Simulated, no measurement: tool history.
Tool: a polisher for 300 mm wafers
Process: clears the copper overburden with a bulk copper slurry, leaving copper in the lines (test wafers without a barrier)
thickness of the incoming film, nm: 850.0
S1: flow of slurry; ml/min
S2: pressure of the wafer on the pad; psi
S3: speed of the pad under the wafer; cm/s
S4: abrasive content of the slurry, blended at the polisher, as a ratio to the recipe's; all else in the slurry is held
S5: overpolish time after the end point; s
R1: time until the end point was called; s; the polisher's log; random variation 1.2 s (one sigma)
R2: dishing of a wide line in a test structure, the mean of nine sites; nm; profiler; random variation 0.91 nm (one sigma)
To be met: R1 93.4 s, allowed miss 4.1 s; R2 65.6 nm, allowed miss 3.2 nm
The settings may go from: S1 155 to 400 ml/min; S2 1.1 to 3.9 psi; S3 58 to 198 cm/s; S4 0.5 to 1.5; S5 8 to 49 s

{"run": 1, "hour": 0.0, "S1": 255, "S2": 2.5, "S3": 128, "S4": 1, "S5": 25, "R1": 103, "R2": 81.348}
{"run": 2, "hour": 7.4, "S1": 255, "S2": 2.4, "S3": 132, "S4": 1, "S5": 22, "R1": 104.32, "R2": 76.507}
{"run": 3, "hour": 13.6, "S1": 255, "S2": 2.4, "S3": 134, "S4": 1, "S5": 20, "R1": 101.02, "R2": 73.094}
{"run": 4, "hour": 14.8, "S1": 210, "S2": 2.4, "S3": 134, "S4": 1, "S5": 20, "R1": 102.81, "R2": 76.556}
{"run": 5, "hour": 20.6, "S1": 160, "S2": 2.4, "S3": 134, "S4": 1, "S5": 20, "R1": 108.74, "R2": 74.056}
{"run": 6, "hour": 26.4, "S1": 160, "S2": 2.4, "S3": 134, "S4": 0.9, "S5": 20, "R1": 108.5, "R2": 72.308}
{"run": 7, "hour": 31.5, "S1": 160, "S2": 2.4, "S3": 134, "S4": 0.9, "S5": 20, "R1": 107.87, "R2": 74.038}
{"run": 8, "hour": 33.4, "S1": 165, "S2": 2.4, "S3": 136, "S4": 0.9, "S5": 18, "R1": 107.38, "R2": 70.933}
{"run": 9, "hour": 42.1, "S1": 165, "S2": 2.4, "S3": 136, "S4": 0.9, "S5": 17, "R1": 107.62, "R2": 68.06}
{"hour": 45.7, "done": "slurry blender recalibrated"}
{"run": 10, "hour": 45.7, "S1": 165, "S2": 2.5, "S3": 136, "S4": 0.9, "S5": 16, "R1": 98.34, "R2": 70.013}
{"run": 11, "hour": 49.3, "S1": 165, "S2": 2.5, "S3": 136, "S4": 0.9, "S5": 15, "R1": 98.338, "R2": 66.761}

Which of these 5 next moves meets every target?
{"run": "A", "hour": 52.9, "S1": 155, "S2": 2.3, "S3": 142, "S4": 0.9, "S5": 14, "R1": "?", "R2": "?"}
{"run": "B", "hour": 52.9, "S1": 160, "S2": 2.5, "S3": 146, "S4": 0.85, "S5": 13, "R1": "?", "R2": "?"}
{"run": "C", "hour": 52.9, "S1": 180, "S2": 2.4, "S3": 136, "S4": 0.9, "S5": 21, "R1": "?", "R2": "?"}
{"run": "D", "hour": 52.9, "S1": 155, "S2": 2.6, "S3": 124, "S4": 0.85, "S5": 16, "R1": "?", "R2": "?"}
{"run": "E", "hour": 52.9, "S1": 175, "S2": 2.2, "S3": 158, "S4": 0.9, "S5": 21, "R1": "?", "R2": "?"}

move=A R1=102.74 R2=63.528
move=B R1=93.106 R2=64.986
move=C R1=101.02 R2=76.462
move=D R1=105.62 R2=67.968
move=E R1=94.99 R2=76.826
A: further off than the last run
B: meets every target
C: further off than the last run
D: further off than the last run
E: brings the result that was furthest off to its target, and leaves another outside
Move B is the one to make.
